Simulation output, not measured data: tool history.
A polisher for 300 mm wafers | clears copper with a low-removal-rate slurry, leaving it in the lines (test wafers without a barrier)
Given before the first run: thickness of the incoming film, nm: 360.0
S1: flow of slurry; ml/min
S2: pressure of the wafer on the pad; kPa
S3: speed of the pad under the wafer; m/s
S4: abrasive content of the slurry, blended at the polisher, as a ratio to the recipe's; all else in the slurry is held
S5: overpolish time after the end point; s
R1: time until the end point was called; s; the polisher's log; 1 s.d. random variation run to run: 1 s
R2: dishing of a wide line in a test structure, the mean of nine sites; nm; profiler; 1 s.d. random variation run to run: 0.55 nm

run,day,S1,S2,S3,S4,S5,R1,R2
1,0,305,28.3,0.84,1,22,92.454,59.695
2,0.038,305,28.3,0.9,1,18,87.85,53.203
3,0.267,300,28.3,0.98,0.95,15,84.208,46.944
4,0.446,270,29.6,1.08,0.8,13,78.74,45.967
5,0.708,270,29.6,1.08,0.95,13,72.846,46.227
6,0.838,270,29.6,1.08,1.05,13,73.392,47.355
7,1.062,270,29.6,1.08,1.05,13,70.411,47.224
8,1.317,245,29.6,1.12,1.1,11,68.981,40.688

Estimate the outcome of run 9 from the log above:
9,1.492,240,30.3,1.14,1.15,10,?,?

R1: 69.118 s
R2: 39.152 nm
